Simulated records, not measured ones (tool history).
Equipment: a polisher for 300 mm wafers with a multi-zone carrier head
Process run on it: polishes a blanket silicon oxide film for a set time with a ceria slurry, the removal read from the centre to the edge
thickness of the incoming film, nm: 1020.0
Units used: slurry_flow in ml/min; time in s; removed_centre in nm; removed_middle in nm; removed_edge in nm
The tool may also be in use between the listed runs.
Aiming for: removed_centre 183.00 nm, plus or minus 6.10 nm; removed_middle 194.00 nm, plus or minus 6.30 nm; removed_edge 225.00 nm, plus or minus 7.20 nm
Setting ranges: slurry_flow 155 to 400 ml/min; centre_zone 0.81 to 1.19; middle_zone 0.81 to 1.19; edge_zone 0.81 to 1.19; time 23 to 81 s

run  hour  slurry_flow  centre_zone  middle_zone  edge_zone  time  removed_centre  removed_middle  removed_edge
  1   0.0          255         1.00         1.00       1.00    52          156.86          160.25        159.28
  2   8.0          255         1.00         0.93       1.00    52          157.84          152.32        157.97
  3  12.8          220         1.00         0.93       1.00    52          156.70          148.59        154.96
  4  17.6          245         0.98         0.93       1.05    55          163.76          160.21        167.58
  5  20.9          260         0.94         0.90       1.08    58          168.63          164.63        180.64
  6  27.9          260         0.94         0.90       1.08    49          138.89          138.37        152.64
  7  30.3          280         0.92         0.90       1.11    53          149.66          152.09        168.69
  8  39.2          300         0.90         0.89       1.13    56          156.25          160.28        182.16
  9  45.6          315         0.90         0.89       1.14    58          161.22          165.84        189.34
 10  52.6          320         0.89         0.89       1.15    60          163.47          171.80        198.85
 11  55.6          325         0.90         0.90       1.16    61          168.30          176.93        196.82
 12  59.9          325         0.89         0.89       1.16    63          176.08          179.88        209.70
 13  62.0          325         0.88         0.89       1.16    64          173.08          182.68        211.91
 14  67.2          330         0.88         0.89       1.17    65          177.52          185.78        212.68

Consider the 5 candidate settings below. Which is the only one whose results all fall within their allowed miss of target?
  A  72.4          310         0.88         0.89       1.09    67               ?               ?             ?
  B  72.4          230         0.88         0.83       1.17    69               ?               ?             ?
  C  72.4          285         0.88         0.89       1.19    68               ?               ?             ?
  D  72.4          285         0.94         0.87       1.16    69               ?               ?             ?
  E  72.4          300         0.96         0.90       1.19    62               ?               ?             ?

move  removed_centre  removed_middle  removed_edge
   A          181.68          193.16        212.87
   B          182.69          185.82        223.87
   C          183.21          194.88        225.04
   D          198.67          194.68        225.37
   E          183.09          179.60        205.71
A: about as far from the targets as the last run
B: corrects the largest miss of the last run, while another result sits out of spec
C: in spec on every target
D: corrects the largest miss of the last run, while another result sits out of spec
E: its largest miss is bigger than the last run's
Answer: C
